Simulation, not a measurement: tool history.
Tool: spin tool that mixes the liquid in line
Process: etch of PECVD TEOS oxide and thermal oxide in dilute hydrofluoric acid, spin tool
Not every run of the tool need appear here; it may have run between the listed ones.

| run | hour | temperature setpoint of the liquid (°C) | parts of water to one part of 49 % hydrofluoric acid (parts by volume) | time under the liquid (s) | thickness taken off the PECVD TEOS oxide on a monitor wafer (Å) | thickness taken off the thermal oxide on a monitor wafer (Å) |
|---|---|---|---|---|---|---|
| 1 | 0 | 21 | 75 | 40 | 81.123 | 23.473 |
| 2 | 6.2 | 21 | 95 | 40 | 62.599 | 17.817 |
| 3 | 10.9 | 22.5 | 95 | 40 | 65.371 | 19.38 |
| 4 | 19.6 | 22.5 | 65 | 40 | 101.42 | 29 |
| 5 | 21.3 | 23.5 | 65 | 40 | 104.16 | 29.951 |
| 6 | 24.2 | 23.5 | 90 | 40 | 72.97 | 20.631 |
| 7 | 29.5 | 22.5 | 100 | 40 | 62.108 | 18.39 |
| 8 | 38.2 | 21 | 105 | 40 | 56.219 | 16.157 |

Predict the results of run 9:
| 9 | 45.6 | 20.5 | 115 | 40 | ? | ? |

thickness taken off the PECVD TEOS oxide on a monitor wafer (Å): 50.162
thickness taken off the thermal oxide on a monitor wafer (Å): 14.262
